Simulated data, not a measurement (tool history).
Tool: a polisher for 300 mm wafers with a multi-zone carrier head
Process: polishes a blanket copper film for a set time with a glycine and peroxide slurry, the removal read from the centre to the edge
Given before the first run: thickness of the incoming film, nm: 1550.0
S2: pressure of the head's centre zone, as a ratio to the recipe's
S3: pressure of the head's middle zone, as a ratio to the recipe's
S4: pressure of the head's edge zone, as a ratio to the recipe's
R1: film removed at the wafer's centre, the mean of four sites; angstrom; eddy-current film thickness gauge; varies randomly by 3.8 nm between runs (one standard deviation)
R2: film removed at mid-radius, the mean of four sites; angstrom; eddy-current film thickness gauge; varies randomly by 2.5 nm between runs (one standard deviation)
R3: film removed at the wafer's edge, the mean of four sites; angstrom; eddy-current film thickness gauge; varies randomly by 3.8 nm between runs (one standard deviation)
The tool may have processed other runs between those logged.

{"run": 1, "hour": 0.0, "flow of slurry (ml/min)": 160, "S2": 1.0, "S3": 1.0, "S4": 1.0, "polishing time (s)": 59, "R1": 2015.6, "R2": 1926.8, "R3": 1957.9}
{"run": 2, "hour": 3.2, "flow of slurry (ml/min)": 165, "S2": 1.03, "S3": 0.99, "S4": 1.03, "polishing time (s)": 61, "R1": 2135.8, "R2": 1964.6, "R3": 2007.0}
{"run": 3, "hour": 6.0, "flow of slurry (ml/min)": 165, "S2": 1.04, "S3": 0.96, "S4": 1.04, "polishing time (s)": 64, "R1": 2299.9, "R2": 2030.2, "R3": 2151.2}
{"run": 4, "hour": 13.5, "flow of slurry (ml/min)": 190, "S2": 1.04, "S3": 0.96, "S4": 1.04, "polishing time (s)": 64, "R1": 2266.2, "R2": 2058.3, "R3": 2198.3}
{"run": 5, "hour": 18.8, "flow of slurry (ml/min)": 190, "S2": 1.06, "S3": 0.95, "S4": 1.05, "polishing time (s)": 66, "R1": 2423.1, "R2": 2142.3, "R3": 2283.3}
{"run": 6, "hour": 27.5, "flow of slurry (ml/min)": 190, "S2": 1.06, "S3": 0.9, "S4": 1.05, "polishing time (s)": 66, "R1": 2433.8, "R2": 2037.8, "R3": 2276.2}
{"run": 7, "hour": 30.3, "flow of slurry (ml/min)": 195, "S2": 1.08, "S3": 0.9, "S4": 1.06, "polishing time (s)": 67, "R1": 2626.4, "R2": 2092.9, "R3": 2292.3}

Forecast run 8:
{"run": 8, "hour": 35.0, "flow of slurry (ml/min)": 210, "S2": 1.06, "S3": 0.88, "S4": 1.14, "polishing time (s)": 72, "R1": "?", "R2": "?", "R3": "?"}

Logged for run 8: R1 2720.0 angstrom, R2 2193.8 angstrom, R3 2613.8 angstrom.
